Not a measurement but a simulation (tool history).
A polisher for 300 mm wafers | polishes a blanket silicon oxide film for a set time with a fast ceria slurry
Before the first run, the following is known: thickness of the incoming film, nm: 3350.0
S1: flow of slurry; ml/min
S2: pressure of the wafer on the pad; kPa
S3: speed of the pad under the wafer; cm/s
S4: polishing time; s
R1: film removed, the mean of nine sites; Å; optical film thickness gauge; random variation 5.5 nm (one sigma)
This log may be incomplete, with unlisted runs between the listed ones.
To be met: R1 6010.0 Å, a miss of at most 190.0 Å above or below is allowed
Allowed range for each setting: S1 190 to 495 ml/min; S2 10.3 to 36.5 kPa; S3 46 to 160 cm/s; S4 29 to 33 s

{"run": 1, "hour": 0.0, "S1": 320, "S2": 23.4, "S3": 102, "S4": 33, "R1": 7467.6}
{"run": 2, "hour": 0.6, "S1": 320, "S2": 26.2, "S3": 102, "S4": 33, "R1": 8111.4}
{"run": 3, "hour": 8.6, "S1": 290, "S2": 26.2, "S3": 102, "S4": 33, "R1": 8038.6}
{"run": 4, "hour": 9.4, "S1": 330, "S2": 26.2, "S3": 102, "S4": 33, "R1": 8163.8}
{"run": 5, "hour": 15.3, "S1": 260, "S2": 26.2, "S3": 102, "S4": 33, "R1": 7929.6}
{"run": 6, "hour": 17.5, "S1": 260, "S2": 26.2, "S3": 118, "S4": 33, "R1": 9112.3}
{"run": 7, "hour": 18.3, "S1": 255, "S2": 22.8, "S3": 118, "S4": 33, "R1": 8194.6}
{"run": 8, "hour": 26.9, "S1": 250, "S2": 20.0, "S3": 118, "S4": 33, "R1": 7384.2}
{"run": 9, "hour": 30.9, "S1": 245, "S2": 17.9, "S3": 118, "S4": 33, "R1": 6949.1}
{"run": 10, "hour": 35.8, "S1": 245, "S2": 16.5, "S3": 118, "S4": 33, "R1": 6617.7}
{"run": 11, "hour": 39.4, "S1": 245, "S2": 15.9, "S3": 118, "S4": 33, "R1": 6446.5}
{"run": 12, "hour": 40.4, "S1": 245, "S2": 15.2, "S3": 118, "S4": 33, "R1": 6342.9}

Exercise: of the 5 proposed moves below, exactly one satisfies all targets within the stated allowed misses. Which move is it?
{"run": "A", "hour": 41.4, "S1": 260, "S2": 16.5, "S3": 128, "S4": 30, "R1": "?"}
{"run": "B", "hour": 41.4, "S1": 195, "S2": 13.1, "S3": 130, "S4": 32, "R1": "?"}
{"run": "C", "hour": 41.4, "S1": 255, "S2": 13.1, "S3": 144, "S4": 33, "R1": "?"}
{"run": "D", "hour": 41.4, "S1": 190, "S2": 14.5, "S3": 142, "S4": 32, "R1": "?"}
{"run": "E", "hour": 41.4, "S1": 195, "S2": 16.5, "S3": 124, "S4": 32, "R1": "?"}

move=A R1=6638.8
move=B R1=6027.4
move=C R1=7075.0
move=D R1=6957.9
move=E R1=6653.2
A: the biggest miss grows against the last run
B: in spec on every target
C: the biggest miss grows against the last run
D: the biggest miss grows against the last run
E: the biggest miss grows against the last run
Correct choice: B, which meets every target

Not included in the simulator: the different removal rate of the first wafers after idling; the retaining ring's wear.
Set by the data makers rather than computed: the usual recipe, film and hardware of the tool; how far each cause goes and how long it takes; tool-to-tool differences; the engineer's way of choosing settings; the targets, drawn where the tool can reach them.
